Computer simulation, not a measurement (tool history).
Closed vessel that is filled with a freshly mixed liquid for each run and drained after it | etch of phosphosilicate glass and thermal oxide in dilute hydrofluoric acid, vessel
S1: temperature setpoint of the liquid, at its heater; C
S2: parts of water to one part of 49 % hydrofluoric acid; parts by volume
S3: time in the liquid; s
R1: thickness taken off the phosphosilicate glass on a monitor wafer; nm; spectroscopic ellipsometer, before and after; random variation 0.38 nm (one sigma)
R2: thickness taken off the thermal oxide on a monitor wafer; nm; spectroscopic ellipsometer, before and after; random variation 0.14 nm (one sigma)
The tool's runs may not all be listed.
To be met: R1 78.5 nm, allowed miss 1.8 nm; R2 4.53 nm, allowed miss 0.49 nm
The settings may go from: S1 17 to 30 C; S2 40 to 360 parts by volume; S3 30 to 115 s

run  hour    S1   S2  S3      R1      R2
  1     0    22  200  60  21.514  1.2233
  2     2    22  160  60  28.101  1.6091
  3   3.3  23.5  140  60  34.481  2.0084
  4   6.9  24.5  125  60  41.017  2.4131
  5  13.6  25.5  115  60  47.489   2.714
  6  15.5  26.5  110  60  51.615   3.141
  7  17.8    27  105  60  55.249  3.2431
  8    23    30   60  60  115.47  6.8355
  9  23.7    29   60  60  111.64  6.5144
 10  26.6    28   60  60  107.03  5.9824
 11    31    27   60  60  103.08  6.3562
 12  35.5  26.5   65  60  91.819  5.1908
 13  43.1    26   65  60  91.136  5.4541
 14  45.2  25.5   65  60  89.719  5.1468
 15  46.1    25   65  60  87.315  4.7406
 16    52    25   70  60  80.279  4.7629

Which of these 4 next moves meets every target?
  A  57.9    24  55  50   ?   ?
  B  57.9  25.5  85  75   ?   ?
  C  57.9  27.5  85  70   ?   ?
  D  57.9  24.5  75  65   ?   ?

move      R1      R2
   A  84.039  4.9114
   B  83.303  4.8685
   C  84.089  4.9144
   D  79.652  4.6551
A: further off than the last run
B: further off than the last run
C: further off than the last run
D: meets every target
The right move is D.

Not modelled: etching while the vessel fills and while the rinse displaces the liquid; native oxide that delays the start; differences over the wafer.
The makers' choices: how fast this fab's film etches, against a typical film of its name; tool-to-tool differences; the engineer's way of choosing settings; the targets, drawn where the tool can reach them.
